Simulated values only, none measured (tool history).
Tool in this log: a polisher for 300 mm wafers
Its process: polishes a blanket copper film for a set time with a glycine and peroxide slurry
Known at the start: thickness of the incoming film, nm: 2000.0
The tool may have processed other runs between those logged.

run,hour,flow of slurry (ml/min),pressure of the wafer on the pad (kPa),speed of the pad under the wafer (cm/s),polishing time (s),film removed (angstrom)
1,0,295,15.2,116,22,1149.6
2,1.8,240,15.2,116,22,1117.7
3,8.2,250,15.9,116,22,1152.1
4,13.6,250,13.8,116,22,1050.8
5,21.5,250,13.8,116,22,1049.1
6,22.2,260,15.2,116,22,1134.3

For run 7, what comes out?
7,24.7,270,15.9,116,22,?

{"run 7": {"film removed (angstrom)": 1167.8}}

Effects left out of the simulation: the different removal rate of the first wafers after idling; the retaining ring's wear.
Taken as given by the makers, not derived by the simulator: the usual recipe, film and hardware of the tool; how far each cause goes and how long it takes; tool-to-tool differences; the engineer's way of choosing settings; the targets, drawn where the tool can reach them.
